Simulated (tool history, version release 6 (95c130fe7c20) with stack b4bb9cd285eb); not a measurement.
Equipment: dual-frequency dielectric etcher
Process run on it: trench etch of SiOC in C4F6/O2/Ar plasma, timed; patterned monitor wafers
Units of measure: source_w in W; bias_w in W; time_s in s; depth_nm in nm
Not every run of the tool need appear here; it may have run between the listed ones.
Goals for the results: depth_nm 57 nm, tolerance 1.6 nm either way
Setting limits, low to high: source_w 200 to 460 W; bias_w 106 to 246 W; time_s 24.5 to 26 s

run,day,source_w,bias_w,time_s,depth_nm
1,0,330,176,24.5,48.421
2,0.108,350,182,24.5,49.976
3,0.412,370,188,24.5,51.503
4,0.696,370,188,24.5,51.663
5,1.071,370,199,24.5,52.476
6,1.421,380,202,24.5,53.357
7,1.771,390,205,24.5,54.096
8,1.862,400,207,24.5,55.007

Next run, 4 choices. One meets every target within its allowed miss, the rest don't. Which?
A,1.954,390,206,25.5,?
B,1.954,440,235,25,?
C,1.954,380,193,24.5,?
D,1.954,380,189,25,?

move,depth_nm
A,56.576
B,60.713
C,52.707
D,53.436
A: in spec on every target
B: moves the result that the last run missed by most past its target, out the other side
C: misses by more than the last run did
D: misses by more than the last run did
Correct choice: A, which meets every target

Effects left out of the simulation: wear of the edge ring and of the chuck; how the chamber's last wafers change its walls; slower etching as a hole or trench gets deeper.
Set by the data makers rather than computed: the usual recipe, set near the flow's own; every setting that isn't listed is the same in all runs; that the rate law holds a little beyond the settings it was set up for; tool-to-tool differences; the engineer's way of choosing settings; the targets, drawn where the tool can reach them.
